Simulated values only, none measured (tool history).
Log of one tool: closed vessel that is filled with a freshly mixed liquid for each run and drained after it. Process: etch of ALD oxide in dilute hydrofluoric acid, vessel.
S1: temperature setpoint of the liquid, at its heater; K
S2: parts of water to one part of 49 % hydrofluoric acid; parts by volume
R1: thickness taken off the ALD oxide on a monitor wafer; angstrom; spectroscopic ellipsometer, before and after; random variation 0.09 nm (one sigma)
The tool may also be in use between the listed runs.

{"run": 1, "hour": 0.0, "S1": 294.15, "S2": 40, "time in the liquid (s)": 45, "R1": 224.22}
{"run": 2, "hour": 1.3, "S1": 294.15, "S2": 45, "time in the liquid (s)": 45, "R1": 199.81}
{"run": 3, "hour": 7.1, "S1": 296.65, "S2": 45, "time in the liquid (s)": 45, "R1": 224.26}
{"run": 4, "hour": 14.1, "S1": 295.65, "S2": 45, "time in the liquid (s)": 45, "R1": 214.34}
{"run": 5, "hour": 18.4, "S1": 295.65, "S2": 35, "time in the liquid (s)": 45, "R1": 278.36}
{"run": 6, "hour": 21.7, "S1": 298.15, "S2": 35, "time in the liquid (s)": 45, "R1": 305.3}

Forecast run 7:
{"run": 7, "hour": 29.8, "S1": 294.15, "S2": 50, "time in the liquid (s)": 45, "R1": "?"}

Run 7 gave R1 179.50 angstrom.

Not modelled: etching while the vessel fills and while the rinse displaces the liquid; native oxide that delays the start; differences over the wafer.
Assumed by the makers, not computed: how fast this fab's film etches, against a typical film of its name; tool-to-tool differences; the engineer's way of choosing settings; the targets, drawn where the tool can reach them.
